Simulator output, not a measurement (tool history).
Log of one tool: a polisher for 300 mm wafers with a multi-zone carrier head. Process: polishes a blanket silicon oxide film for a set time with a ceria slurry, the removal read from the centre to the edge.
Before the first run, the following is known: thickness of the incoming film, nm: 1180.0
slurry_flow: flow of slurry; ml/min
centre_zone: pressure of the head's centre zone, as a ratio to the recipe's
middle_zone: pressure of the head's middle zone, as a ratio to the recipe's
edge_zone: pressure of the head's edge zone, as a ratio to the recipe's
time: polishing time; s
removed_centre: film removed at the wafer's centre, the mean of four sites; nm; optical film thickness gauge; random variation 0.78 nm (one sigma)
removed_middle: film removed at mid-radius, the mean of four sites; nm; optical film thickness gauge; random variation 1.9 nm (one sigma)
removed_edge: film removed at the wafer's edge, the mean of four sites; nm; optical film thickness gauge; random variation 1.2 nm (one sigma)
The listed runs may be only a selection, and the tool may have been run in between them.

| run | day | slurry_flow | centre_zone | middle_zone | edge_zone | time | removed_centre | removed_middle | removed_edge |
|---|---|---|---|---|---|---|---|---|---|
| 1 | 0.000 | 125 | 1.00 | 1.00 | 1.00 | 33 | 113.590 | 121.11 | 121.28 |
| 2 | 0.354 | 125 | 1.00 | 1.04 | 1.00 | 33 | 114.860 | 122.51 | 119.08 |
| 3 | 0.400 | 95 | 1.00 | 1.04 | 1.00 | 33 | 104.550 | 112.07 | 114.05 |
| 4 | 0.767 | 95 | 0.92 | 1.04 | 1.00 | 33 | 96.007 | 116.78 | 115.16 |
| 5 | 0.925 | 120 | 0.92 | 1.07 | 1.00 | 33 | 104.260 | 123.36 | 118.51 |
| 6 | 1.100 | 140 | 0.90 | 1.10 | 0.99 | 34 | 108.690 | 136.67 | 126.82 |

For run 7, what comes out?
| 7 | 1.167 | 155 | 0.91 | 1.13 | 0.97 | 34 | ? | ? | ? |

For run 7 the tool returned removed_centre 113.150 nm, removed_middle 139.89 nm, removed_edge 124.57 nm.
